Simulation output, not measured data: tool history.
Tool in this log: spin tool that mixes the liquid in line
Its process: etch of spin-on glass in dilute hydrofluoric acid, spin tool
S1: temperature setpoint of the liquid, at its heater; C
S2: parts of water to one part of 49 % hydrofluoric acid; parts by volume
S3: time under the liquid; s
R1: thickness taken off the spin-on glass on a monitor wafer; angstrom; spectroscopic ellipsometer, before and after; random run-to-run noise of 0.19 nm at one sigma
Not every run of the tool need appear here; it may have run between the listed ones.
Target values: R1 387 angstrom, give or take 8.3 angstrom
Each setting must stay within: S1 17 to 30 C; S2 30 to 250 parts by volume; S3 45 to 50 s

{"run": 1, "hour": 0.0, "S1": 22, "S2": 140, "S3": 45, "R1": 186.24}
{"run": 2, "hour": 3.0, "S1": 23, "S2": 135, "S3": 45, "R1": 204.73}
{"run": 3, "hour": 6.0, "S1": 24, "S2": 130, "S3": 45, "R1": 220.81}
{"run": 4, "hour": 7.3, "S1": 24.5, "S2": 125, "S3": 45, "R1": 235.59}
{"run": 5, "hour": 13.4, "S1": 28, "S2": 125, "S3": 45, "R1": 269.2}
{"run": 6, "hour": 15.1, "S1": 28, "S2": 100, "S3": 45, "R1": 346}
{"run": 7, "hour": 21.8, "S1": 29, "S2": 100, "S3": 45, "R1": 362.8}
{"run": 8, "hour": 23.1, "S1": 29.5, "S2": 100, "S3": 45, "R1": 368.87}
{"run": 9, "hour": 28.8, "S1": 30, "S2": 100, "S3": 45, "R1": 374.41}
{"run": 10, "hour": 31.6, "S1": 30, "S2": 100, "S3": 45, "R1": 376.24}
{"run": 11, "hour": 39.9, "S1": 30, "S2": 95, "S3": 45, "R1": 399.15}
{"run": 12, "hour": 41.5, "S1": 30, "S2": 95, "S3": 45, "R1": 401.74}

Which single option among these 5 for the next run brings every result within its allowed miss of target? Just one does.
{"run": "A", "hour": 43.1, "S1": 29, "S2": 95, "S3": 45, "R1": "?"}
{"run": "B", "hour": 43.1, "S1": 30, "S2": 100, "S3": 50, "R1": "?"}
{"run": "C", "hour": 43.1, "S1": 29.5, "S2": 100, "S3": 50, "R1": "?"}
{"run": "D", "hour": 43.1, "S1": 27, "S2": 90, "S3": 50, "R1": "?"}
{"run": "E", "hour": 43.1, "S1": 29.5, "S2": 90, "S3": 45, "R1": "?"}

move=A R1=383.73
move=B R1=417.69
move=C R1=409.92
move=D R1=419.62
move=E R1=415.73
A: all results in spec
B: the biggest miss grows against the last run
C: the biggest miss grows against the last run
D: the biggest miss grows against the last run
E: the biggest miss grows against the last run
The move that meets every target is A.
